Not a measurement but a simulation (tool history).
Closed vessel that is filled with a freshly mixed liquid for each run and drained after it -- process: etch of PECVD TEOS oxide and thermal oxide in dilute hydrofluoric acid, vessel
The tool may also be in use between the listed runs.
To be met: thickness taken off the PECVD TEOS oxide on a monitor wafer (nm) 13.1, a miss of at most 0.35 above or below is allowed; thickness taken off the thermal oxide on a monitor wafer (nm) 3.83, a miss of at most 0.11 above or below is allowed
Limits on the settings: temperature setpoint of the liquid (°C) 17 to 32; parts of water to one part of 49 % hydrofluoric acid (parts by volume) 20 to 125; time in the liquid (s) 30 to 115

run,day,temperature setpoint of the liquid (°C),parts of water to one part of 49 % hydrofluoric acid (parts by volume),time in the liquid (s),thickness taken off the PECVD TEOS oxide on a monitor wafer (nm),thickness taken off the thermal oxide on a monitor wafer (nm)
1,0,24,70,60,15.322,4.4703
2,0.317,27.5,70,60,17.478,5.1434
3,0.488,27.5,70,40,11.62,3.4406
4,0.854,27.5,70,65,18.991,5.5993
5,1.117,26,70,65,18.124,5.2335
6,1.3,26,70,80,22.148,6.4711
7,1.571,25,70,80,21.252,6.2466
8,1.879,24,70,80,20.744,5.9718
9,2.112,23.5,70,80,20.166,5.8071
10,2.3,23,70,80,19.894,5.6659
11,2.458,22.5,70,80,19.234,5.669
12,2.704,22,70,80,18.922,5.5245
13,2.854,21.5,70,80,18.596,5.4014
14,3.071,21,70,80,17.999,5.2614

Consider the 5 candidate settings below. Which is the only one whose results all fall within their allowed miss of target?
A,3.288,18.5,80,80,?,?
B,3.288,23,100,85,?,?
C,3.288,26,105,75,?,?
D,3.288,26.5,125,95,?,?
E,3.288,17.5,50,50,?,?

move,thickness taken off the PECVD TEOS oxide on a monitor wafer (nm),thickness taken off the thermal oxide on a monitor wafer (nm)
A,14.007,4.1513
B,13.996,4.148
C,13.154,3.8984
D,13.91,4.1226
E,13.881,4.1138
A: nearer the targets than the last run, but a result is still out of spec
B: nearer the targets than the last run, but a result is still out of spec
C: every result within its allowed miss
D: nearer the targets than the last run, but a result is still out of spec
E: nearer the targets than the last run, but a result is still out of spec
C meets every target.
